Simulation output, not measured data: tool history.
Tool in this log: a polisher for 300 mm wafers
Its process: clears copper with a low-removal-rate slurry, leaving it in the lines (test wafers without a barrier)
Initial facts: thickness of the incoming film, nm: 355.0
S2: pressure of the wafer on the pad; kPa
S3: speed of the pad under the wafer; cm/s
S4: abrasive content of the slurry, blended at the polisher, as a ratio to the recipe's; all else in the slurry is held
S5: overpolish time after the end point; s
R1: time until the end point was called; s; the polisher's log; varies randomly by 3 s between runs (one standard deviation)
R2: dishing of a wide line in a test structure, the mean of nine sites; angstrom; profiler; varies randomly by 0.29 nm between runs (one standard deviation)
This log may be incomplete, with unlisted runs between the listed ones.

run 1 hour=0.0 | flow_of_slurry_(ml/min)=260 S2=27.6 S3=86 S4=1.0 S5=17 | R1=110.83 R2=420.87
run 2 hour=2.6 | flow_of_slurry_(ml/min)=260 S2=25.5 S3=82 S4=1.0 S5=15 | R1=125.28 R2=334.17
run 3 hour=6.3 | flow_of_slurry_(ml/min)=260 S2=23.4 S3=80 S4=1.0 S5=14 | R1=137.48 R2=296.15
run 4 hour=11.9 | flow_of_slurry_(ml/min)=235 S2=23.4 S3=80 S4=1.0 S5=14 | R1=141.62 R2=282.43
run 5 hour=15.1 | flow_of_slurry_(ml/min)=235 S2=22.1 S3=80 S4=1.0 S5=13 | R1=156.93 R2=249.99
run 6 hour=15.7 | flow_of_slurry_(ml/min)=235 S2=22.1 S3=80 S4=0.9 S5=13 | R1=151.75 R2=248.60

What does the tool deliver on the next run?
run 7 hour=20.8 | flow_of_slurry_(ml/min)=235 S2=20.7 S3=80 S4=0.9 S5=12 | R1=? R2=?

R1: 161.97 s
R2: 211.76 angstrom

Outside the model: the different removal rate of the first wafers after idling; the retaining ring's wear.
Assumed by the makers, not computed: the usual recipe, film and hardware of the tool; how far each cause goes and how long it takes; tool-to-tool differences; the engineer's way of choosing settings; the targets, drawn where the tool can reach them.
